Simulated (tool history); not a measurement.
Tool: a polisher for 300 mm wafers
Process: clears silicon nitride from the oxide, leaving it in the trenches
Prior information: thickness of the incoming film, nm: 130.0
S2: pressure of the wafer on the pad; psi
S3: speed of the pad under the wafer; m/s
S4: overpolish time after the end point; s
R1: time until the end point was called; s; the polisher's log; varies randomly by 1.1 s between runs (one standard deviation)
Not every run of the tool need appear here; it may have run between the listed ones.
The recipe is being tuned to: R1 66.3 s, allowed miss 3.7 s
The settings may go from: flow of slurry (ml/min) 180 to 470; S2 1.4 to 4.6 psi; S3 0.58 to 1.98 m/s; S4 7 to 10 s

Run 1, day 0: flow of slurry (ml/min) 300, S2 3 psi, S3 1.28 m/s, S4 10 s. Result: R1 98.353 s.
Run 2, day 0.279: flow of slurry (ml/min) 300, S2 3.1 psi, S3 1.28 m/s, S4 10 s. Result: R1 97.511 s.
Run 3, day 0.367: flow of slurry (ml/min) 300, S2 3.2 psi, S3 1.28 m/s, S4 10 s. Result: R1 94.201 s.
Run 4, day 0.612: flow of slurry (ml/min) 300, S2 3.7 psi, S3 1.28 m/s, S4 10 s. Result: R1 80.213 s.
Run 5, day 0.729: flow of slurry (ml/min) 245, S2 3.7 psi, S3 1.28 m/s, S4 10 s. Result: R1 84.627 s.
Run 6, day 0.858: flow of slurry (ml/min) 245, S2 3.2 psi, S3 1.28 m/s, S4 10 s. Result: R1 96.103 s.
At day 1.042: slurry nozzle cleaned.
Run 7, day 1.042: flow of slurry (ml/min) 245, S2 3.3 psi, S3 1.28 m/s, S4 10 s. Result: R1 92.435 s.
Run 8, day 1.088: flow of slurry (ml/min) 245, S2 3.4 psi, S3 1.28 m/s, S4 10 s. Result: R1 89.636 s.
Run 9, day 1.188: flow of slurry (ml/min) 245, S2 3.5 psi, S3 1.28 m/s, S4 10 s. Result: R1 85.124 s.

5 next moves are on the table. One of them brings every result within its allowed miss. Which?
Run A, day 1.288: flow of slurry (ml/min) 190, S2 3.3 psi, S3 0.94 m/s, S4 10 s. Result: R1 ?.
Run B, day 1.288: flow of slurry (ml/min) 255, S2 4 psi, S3 1.64 m/s, S4 7 s. Result: R1 ?.
Run C, day 1.288: flow of slurry (ml/min) 180, S2 3.9 psi, S3 1.54 m/s, S4 7 s. Result: R1 ?.
Run D, day 1.288: flow of slurry (ml/min) 340, S2 4.4 psi, S3 1.5 m/s, S4 10 s. Result: R1 ?.
Run E, day 1.288: flow of slurry (ml/min) 240, S2 3.2 psi, S3 1.16 m/s, S4 10 s. Result: R1 ?.

move      R1
   A  124.14
   B  58.012
   C  65.893
   D  56.189
   E   101.6
A: misses by more than the last run did
B: takes the biggest miss from the last run beyond its target
C: each result inside its tolerance
D: takes the biggest miss from the last run beyond its target
E: misses by more than the last run did
C is the move that brings every result within its allowed miss.
